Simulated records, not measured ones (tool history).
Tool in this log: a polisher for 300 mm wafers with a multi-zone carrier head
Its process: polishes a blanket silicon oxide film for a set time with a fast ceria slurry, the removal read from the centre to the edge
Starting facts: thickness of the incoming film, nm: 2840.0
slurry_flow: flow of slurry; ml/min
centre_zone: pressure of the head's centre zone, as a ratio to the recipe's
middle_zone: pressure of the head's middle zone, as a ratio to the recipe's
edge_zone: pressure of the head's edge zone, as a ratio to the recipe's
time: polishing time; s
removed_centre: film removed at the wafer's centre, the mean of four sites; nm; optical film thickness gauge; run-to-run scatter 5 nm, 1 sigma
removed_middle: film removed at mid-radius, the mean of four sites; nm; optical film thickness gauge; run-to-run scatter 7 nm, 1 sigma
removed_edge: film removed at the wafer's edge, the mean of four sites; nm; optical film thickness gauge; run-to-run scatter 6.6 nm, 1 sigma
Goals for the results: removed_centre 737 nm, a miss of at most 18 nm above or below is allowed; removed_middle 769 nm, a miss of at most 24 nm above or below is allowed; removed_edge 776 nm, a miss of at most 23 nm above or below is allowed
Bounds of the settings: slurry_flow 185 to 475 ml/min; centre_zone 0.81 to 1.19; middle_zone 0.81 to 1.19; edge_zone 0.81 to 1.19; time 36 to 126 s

run  hour  slurry_flow  centre_zone  middle_zone  edge_zone  time  removed_centre  removed_middle  removed_edge
  1     0          305            1            1          1    81          998.53          982.81         958.2
  2   5.6          305         1.04            1          1    81          1033.3           992.1        973.54
  3    11          340         1.04            1          1    81            1035          997.46        986.22
  4  11.7          340         1.04            1       0.94    81          1042.5          1002.5        948.12
  5  16.4          335         0.97         0.96       0.93    77           930.7          906.37        896.32
  6  21.5          335         0.97         0.96       0.98    77          939.21           922.4        928.85
  7  27.6          315         0.92         0.94       0.95    74          853.93          865.53        864.67
  8  34.4          295         0.88         0.91       0.92    73          820.41          822.63        846.63
  9  42.7          290         0.86         0.91        0.9    72           789.3          803.49        822.08
 10  43.4          280         0.84         0.91       0.88    72          779.29          806.18        799.53
 11  49.2          275         0.83          0.9       0.88    71          754.52          778.56        798.86
 12  50.5          270         0.83          0.9       0.87    71          754.17          778.95         779.6

Exercise: of the 5 proposed moves below, exactly one satisfies all targets within the stated allowed misses. Which move is it?
  A  51.8          290         0.81          0.9       0.98    70               ?               ?             ?
  B  51.8          295         0.89         0.85       0.86    72               ?               ?             ?
  C  51.8          200         0.89         0.87       0.94    67               ?               ?             ?
  D  51.8          225         0.81         0.88       0.83    72               ?               ?             ?
  E  51.8          250         0.83         0.98       0.88    70               ?               ?             ?

move  removed_centre  removed_middle  removed_edge
   A          734.39          782.46        820.53
   B          807.24          768.91        797.38
   C          713.64          696.35        745.28
   D          731.58           767.8        767.01
   E          734.03          826.96        771.27
A: corrects the largest miss of the last run, while another result sits out of spec
B: lands further from the targets than the last run did
C: the result that was furthest off in the last run now lies on the other side of its target
D: hits every target within its allowed miss
E: corrects the largest miss of the last run, while another result sits out of spec
The move that meets every target is D.

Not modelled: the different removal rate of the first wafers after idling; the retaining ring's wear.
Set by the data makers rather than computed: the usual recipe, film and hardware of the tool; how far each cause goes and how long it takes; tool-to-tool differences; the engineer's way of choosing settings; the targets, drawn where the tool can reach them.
